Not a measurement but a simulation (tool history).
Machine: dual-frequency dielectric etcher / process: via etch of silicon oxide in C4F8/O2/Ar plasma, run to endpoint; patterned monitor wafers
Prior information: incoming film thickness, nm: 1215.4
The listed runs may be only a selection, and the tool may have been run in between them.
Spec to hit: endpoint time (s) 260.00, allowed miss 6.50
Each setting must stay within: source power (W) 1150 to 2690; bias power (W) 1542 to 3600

run	hour	source power (W)	bias power (W)	endpoint time (s)
1	0.0	1920	2571	214.68
2	7.5	1920	2250	227.38
3	10.7	1920	2409	217.67
4	11.9	2260	2409	209.15
5	19.5	2070	2246	220.84
6	25.0	2210	2246	215.86
7	29.4	2040	2131	226.37
8	35.8	1900	2060	234.99

Below are 4 possible settings for the next run. Only one of them brings all results inside the allowed miss of their targets. Which is it?
A	42.2	1720	2464	?
B	42.2	1900	2708	?
C	42.2	1830	1824	?
D	42.2	1830	1542	?

move	endpoint time (s)
A	225.78
B	211.83
C	245.18
D	259.25
A: further off than the last run
B: further off than the last run
C: better than the last run, though not everything is in spec
D: all results land within tolerance of their targets
Go with D: it meets all targets.

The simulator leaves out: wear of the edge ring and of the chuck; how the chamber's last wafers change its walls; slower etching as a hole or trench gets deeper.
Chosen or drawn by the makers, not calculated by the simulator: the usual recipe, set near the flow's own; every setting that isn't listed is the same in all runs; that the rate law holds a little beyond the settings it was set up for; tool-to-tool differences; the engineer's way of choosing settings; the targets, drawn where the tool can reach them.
